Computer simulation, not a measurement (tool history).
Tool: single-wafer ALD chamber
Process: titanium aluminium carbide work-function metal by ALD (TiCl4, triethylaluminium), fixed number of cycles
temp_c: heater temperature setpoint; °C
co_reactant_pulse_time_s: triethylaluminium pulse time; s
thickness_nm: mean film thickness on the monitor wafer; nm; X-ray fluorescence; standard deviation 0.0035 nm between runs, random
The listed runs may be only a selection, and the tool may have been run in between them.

run	day	temp_c	co_reactant_pulse_time_s	thickness_nm
1	0	280	9.64	1.9312
2	0.296	285	9.64	1.9785
3	0.55	285	7.47	1.8766
4	0.892	289	7.47	1.9173
5	1.212	289	9.3	2.0094
6	1.325	282	9.11	1.9397
7	1.383	277	8.58	1.861
8	1.75	273	8.44	1.816
9	2.075	270	8.34	1.7828

Expected results for the next run?
10	2.1	268	8.27	?

For run 10 the tool returned thickness_nm 1.7535 nm.
